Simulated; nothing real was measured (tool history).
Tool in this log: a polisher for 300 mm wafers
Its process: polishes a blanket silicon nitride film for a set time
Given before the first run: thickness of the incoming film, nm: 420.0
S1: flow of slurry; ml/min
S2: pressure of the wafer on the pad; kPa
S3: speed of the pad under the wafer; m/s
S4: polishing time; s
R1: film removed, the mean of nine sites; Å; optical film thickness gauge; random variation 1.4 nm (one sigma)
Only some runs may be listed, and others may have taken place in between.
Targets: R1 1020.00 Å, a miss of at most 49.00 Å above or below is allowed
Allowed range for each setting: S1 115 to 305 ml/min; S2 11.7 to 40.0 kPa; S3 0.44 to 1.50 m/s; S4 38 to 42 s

run  hour   S1    S2    S3  S4      R1
  1   0.0  195  25.5  0.96  42  576.16
  2   4.6  195  25.5  0.80  42  551.18
  3   5.7  195  27.6  0.82  42  600.82
  4   7.8  160  27.6  0.82  42  573.77
     13.4  -- head pressure recalibrated
  5  13.4  160  27.6  0.94  42  665.13
  6  14.9  160  27.6  0.94  42  659.77
  7  21.1  160  29.0  0.94  42  704.03
  8  29.5  160  29.6  0.94  42  706.50
  9  30.5  160  31.0  0.94  42  728.50
 10  37.8  160  32.4  0.96  42  775.66
 11  42.7  160  33.1  0.96  42  799.32

Consider the 5 candidate settings below. Which is the only one whose results all fall within their allowed miss of target?
  A  47.6  150  39.3  1.12  42   ?
  B  47.6  170  40.0  1.32  42   ?
  C  47.6  255  32.4  0.88  38   ?
  D  47.6  150  40.0  1.40  42   ?
  E  47.6  130  40.0  1.36  42   ?

move       R1
   A  1002.60
   B  1140.70
   C   720.30
   D  1151.70
   E  1098.30
A: meets every target
B: takes the biggest miss from the last run beyond its target
C: moves away from the targets compared with the last run
D: takes the biggest miss from the last run beyond its target
E: takes the biggest miss from the last run beyond its target
A is the move that brings every result within its allowed miss.
